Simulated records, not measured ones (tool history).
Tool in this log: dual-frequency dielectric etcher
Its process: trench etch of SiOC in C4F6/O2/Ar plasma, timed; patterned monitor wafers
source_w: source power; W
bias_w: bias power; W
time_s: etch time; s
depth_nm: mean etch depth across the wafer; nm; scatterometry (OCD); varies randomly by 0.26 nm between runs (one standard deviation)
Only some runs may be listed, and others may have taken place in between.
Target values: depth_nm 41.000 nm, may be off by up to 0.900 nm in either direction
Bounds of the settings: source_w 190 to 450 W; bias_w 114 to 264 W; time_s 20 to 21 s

run  hour  source_w  bias_w  time_s  depth_nm
  1   0.0       320     189      20    36.981
  2   7.9       320     165      20    36.463
  3   9.6       350     165      20    37.016
  4  14.0       350     165      20    37.240
  5  16.9       350     165      20    36.632
  6  22.6       400     165      20    39.005
  7  26.4       410     167      20    39.091
  8  33.9       420     171      20    39.510
     39.7  -- wet clean of the chamber
  9  39.7       430     174      20    38.430
 10  40.5       430     199      21    42.292

4 candidate next runs follow, results not yet known. Just one meets every target within its allowed miss. Identify it.
  A  41.3       430     208      21         ?
  B  41.3       440     204      20         ?
  C  41.3       440     204      21         ?
  D  41.3       440     243      20         ?

move  depth_nm
   A    42.618
   B    40.669
   C    42.702
   D    42.716
A: further off than the last run
B: each result inside its tolerance
C: further off than the last run
D: further off than the last run
B meets every target.
